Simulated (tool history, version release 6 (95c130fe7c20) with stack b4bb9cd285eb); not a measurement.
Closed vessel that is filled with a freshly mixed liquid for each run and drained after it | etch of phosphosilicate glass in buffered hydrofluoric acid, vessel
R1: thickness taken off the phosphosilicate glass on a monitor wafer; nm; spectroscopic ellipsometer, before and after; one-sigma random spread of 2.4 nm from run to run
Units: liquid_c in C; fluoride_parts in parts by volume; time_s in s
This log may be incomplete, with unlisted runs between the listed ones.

{"run": 1, "hour": 0.0, "liquid_c": 24.0, "fluoride_parts": 24, "time_s": 85, "R1": 167.53}
{"run": 2, "hour": 5.5, "liquid_c": 24.0, "fluoride_parts": 24, "time_s": 85, "R1": 171.36}
{"run": 3, "hour": 11.1, "liquid_c": 26.5, "fluoride_parts": 24, "time_s": 85, "R1": 194.18}
{"run": 4, "hour": 13.2, "liquid_c": 27.5, "fluoride_parts": 24, "time_s": 85, "R1": 207.63}
{"run": 5, "hour": 17.5, "liquid_c": 25.5, "fluoride_parts": 24, "time_s": 85, "R1": 185.72}
{"run": 6, "hour": 26.3, "liquid_c": 25.5, "fluoride_parts": 27, "time_s": 85, "R1": 173.63}
{"run": 7, "hour": 27.4, "liquid_c": 27.0, "fluoride_parts": 27, "time_s": 85, "R1": 186.63}

What does the tool deliver on the next run?
{"run": 8, "hour": 31.4, "liquid_c": 28.0, "fluoride_parts": 27, "time_s": 85, "R1": "?"}

{"run 8": {"R1": 196.65}}

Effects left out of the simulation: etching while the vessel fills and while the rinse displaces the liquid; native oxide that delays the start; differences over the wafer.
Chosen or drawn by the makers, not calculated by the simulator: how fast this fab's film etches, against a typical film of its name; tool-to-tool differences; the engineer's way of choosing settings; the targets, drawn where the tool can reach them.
